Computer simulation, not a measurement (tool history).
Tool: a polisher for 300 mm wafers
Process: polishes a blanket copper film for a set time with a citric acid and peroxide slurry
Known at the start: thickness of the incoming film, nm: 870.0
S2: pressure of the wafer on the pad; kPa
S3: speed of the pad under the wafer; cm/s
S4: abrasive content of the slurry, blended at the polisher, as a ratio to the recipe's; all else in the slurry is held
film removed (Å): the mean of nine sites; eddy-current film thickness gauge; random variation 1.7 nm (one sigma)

run 1 hour=0 | flow_of_slurry_(ml/min)=160 S2=27.6 S3=112 S4=1 polishing_time_(s)=81 | film_removed_(Å)=3136.7
run 2 hour=1.3 | flow_of_slurry_(ml/min)=190 S2=27.6 S3=112 S4=1 polishing_time_(s)=81 | film_removed_(Å)=3173.7
run 3 hour=2.2 | flow_of_slurry_(ml/min)=190 S2=22.8 S3=112 S4=1 polishing_time_(s)=81 | film_removed_(Å)=2692
run 4 hour=4 | flow_of_slurry_(ml/min)=190 S2=22.8 S3=112 S4=1.1 polishing_time_(s)=81 | film_removed_(Å)=2759
run 5 hour=11.2 | flow_of_slurry_(ml/min)=190 S2=25.5 S3=112 S4=1.1 polishing_time_(s)=81 | film_removed_(Å)=3082.8
run 6 hour=17.2 | flow_of_slurry_(ml/min)=190 S2=25.5 S3=112 S4=1 polishing_time_(s)=81 | film_removed_(Å)=2958.3
run 7 hour=24.4 | flow_of_slurry_(ml/min)=190 S2=21.4 S3=112 S4=1 polishing_time_(s)=81 | film_removed_(Å)=2511.4
run 8 hour=32.6 | flow_of_slurry_(ml/min)=185 S2=18.6 S3=112 S4=1 polishing_time_(s)=81 | film_removed_(Å)=2192.2
run 9 hour=33.9 | flow_of_slurry_(ml/min)=175 S2=17.9 S3=112 S4=1 polishing_time_(s)=81 | film_removed_(Å)=2079.4

The next listed run, before its measurement:
run 10 hour=37.5 | flow_of_slurry_(ml/min)=130 S2=15.9 S3=112 S4=1 polishing_time_(s)=81 | film_removed_(Å)=?

{"run 10": {"film removed (Å)": 1772.1}}
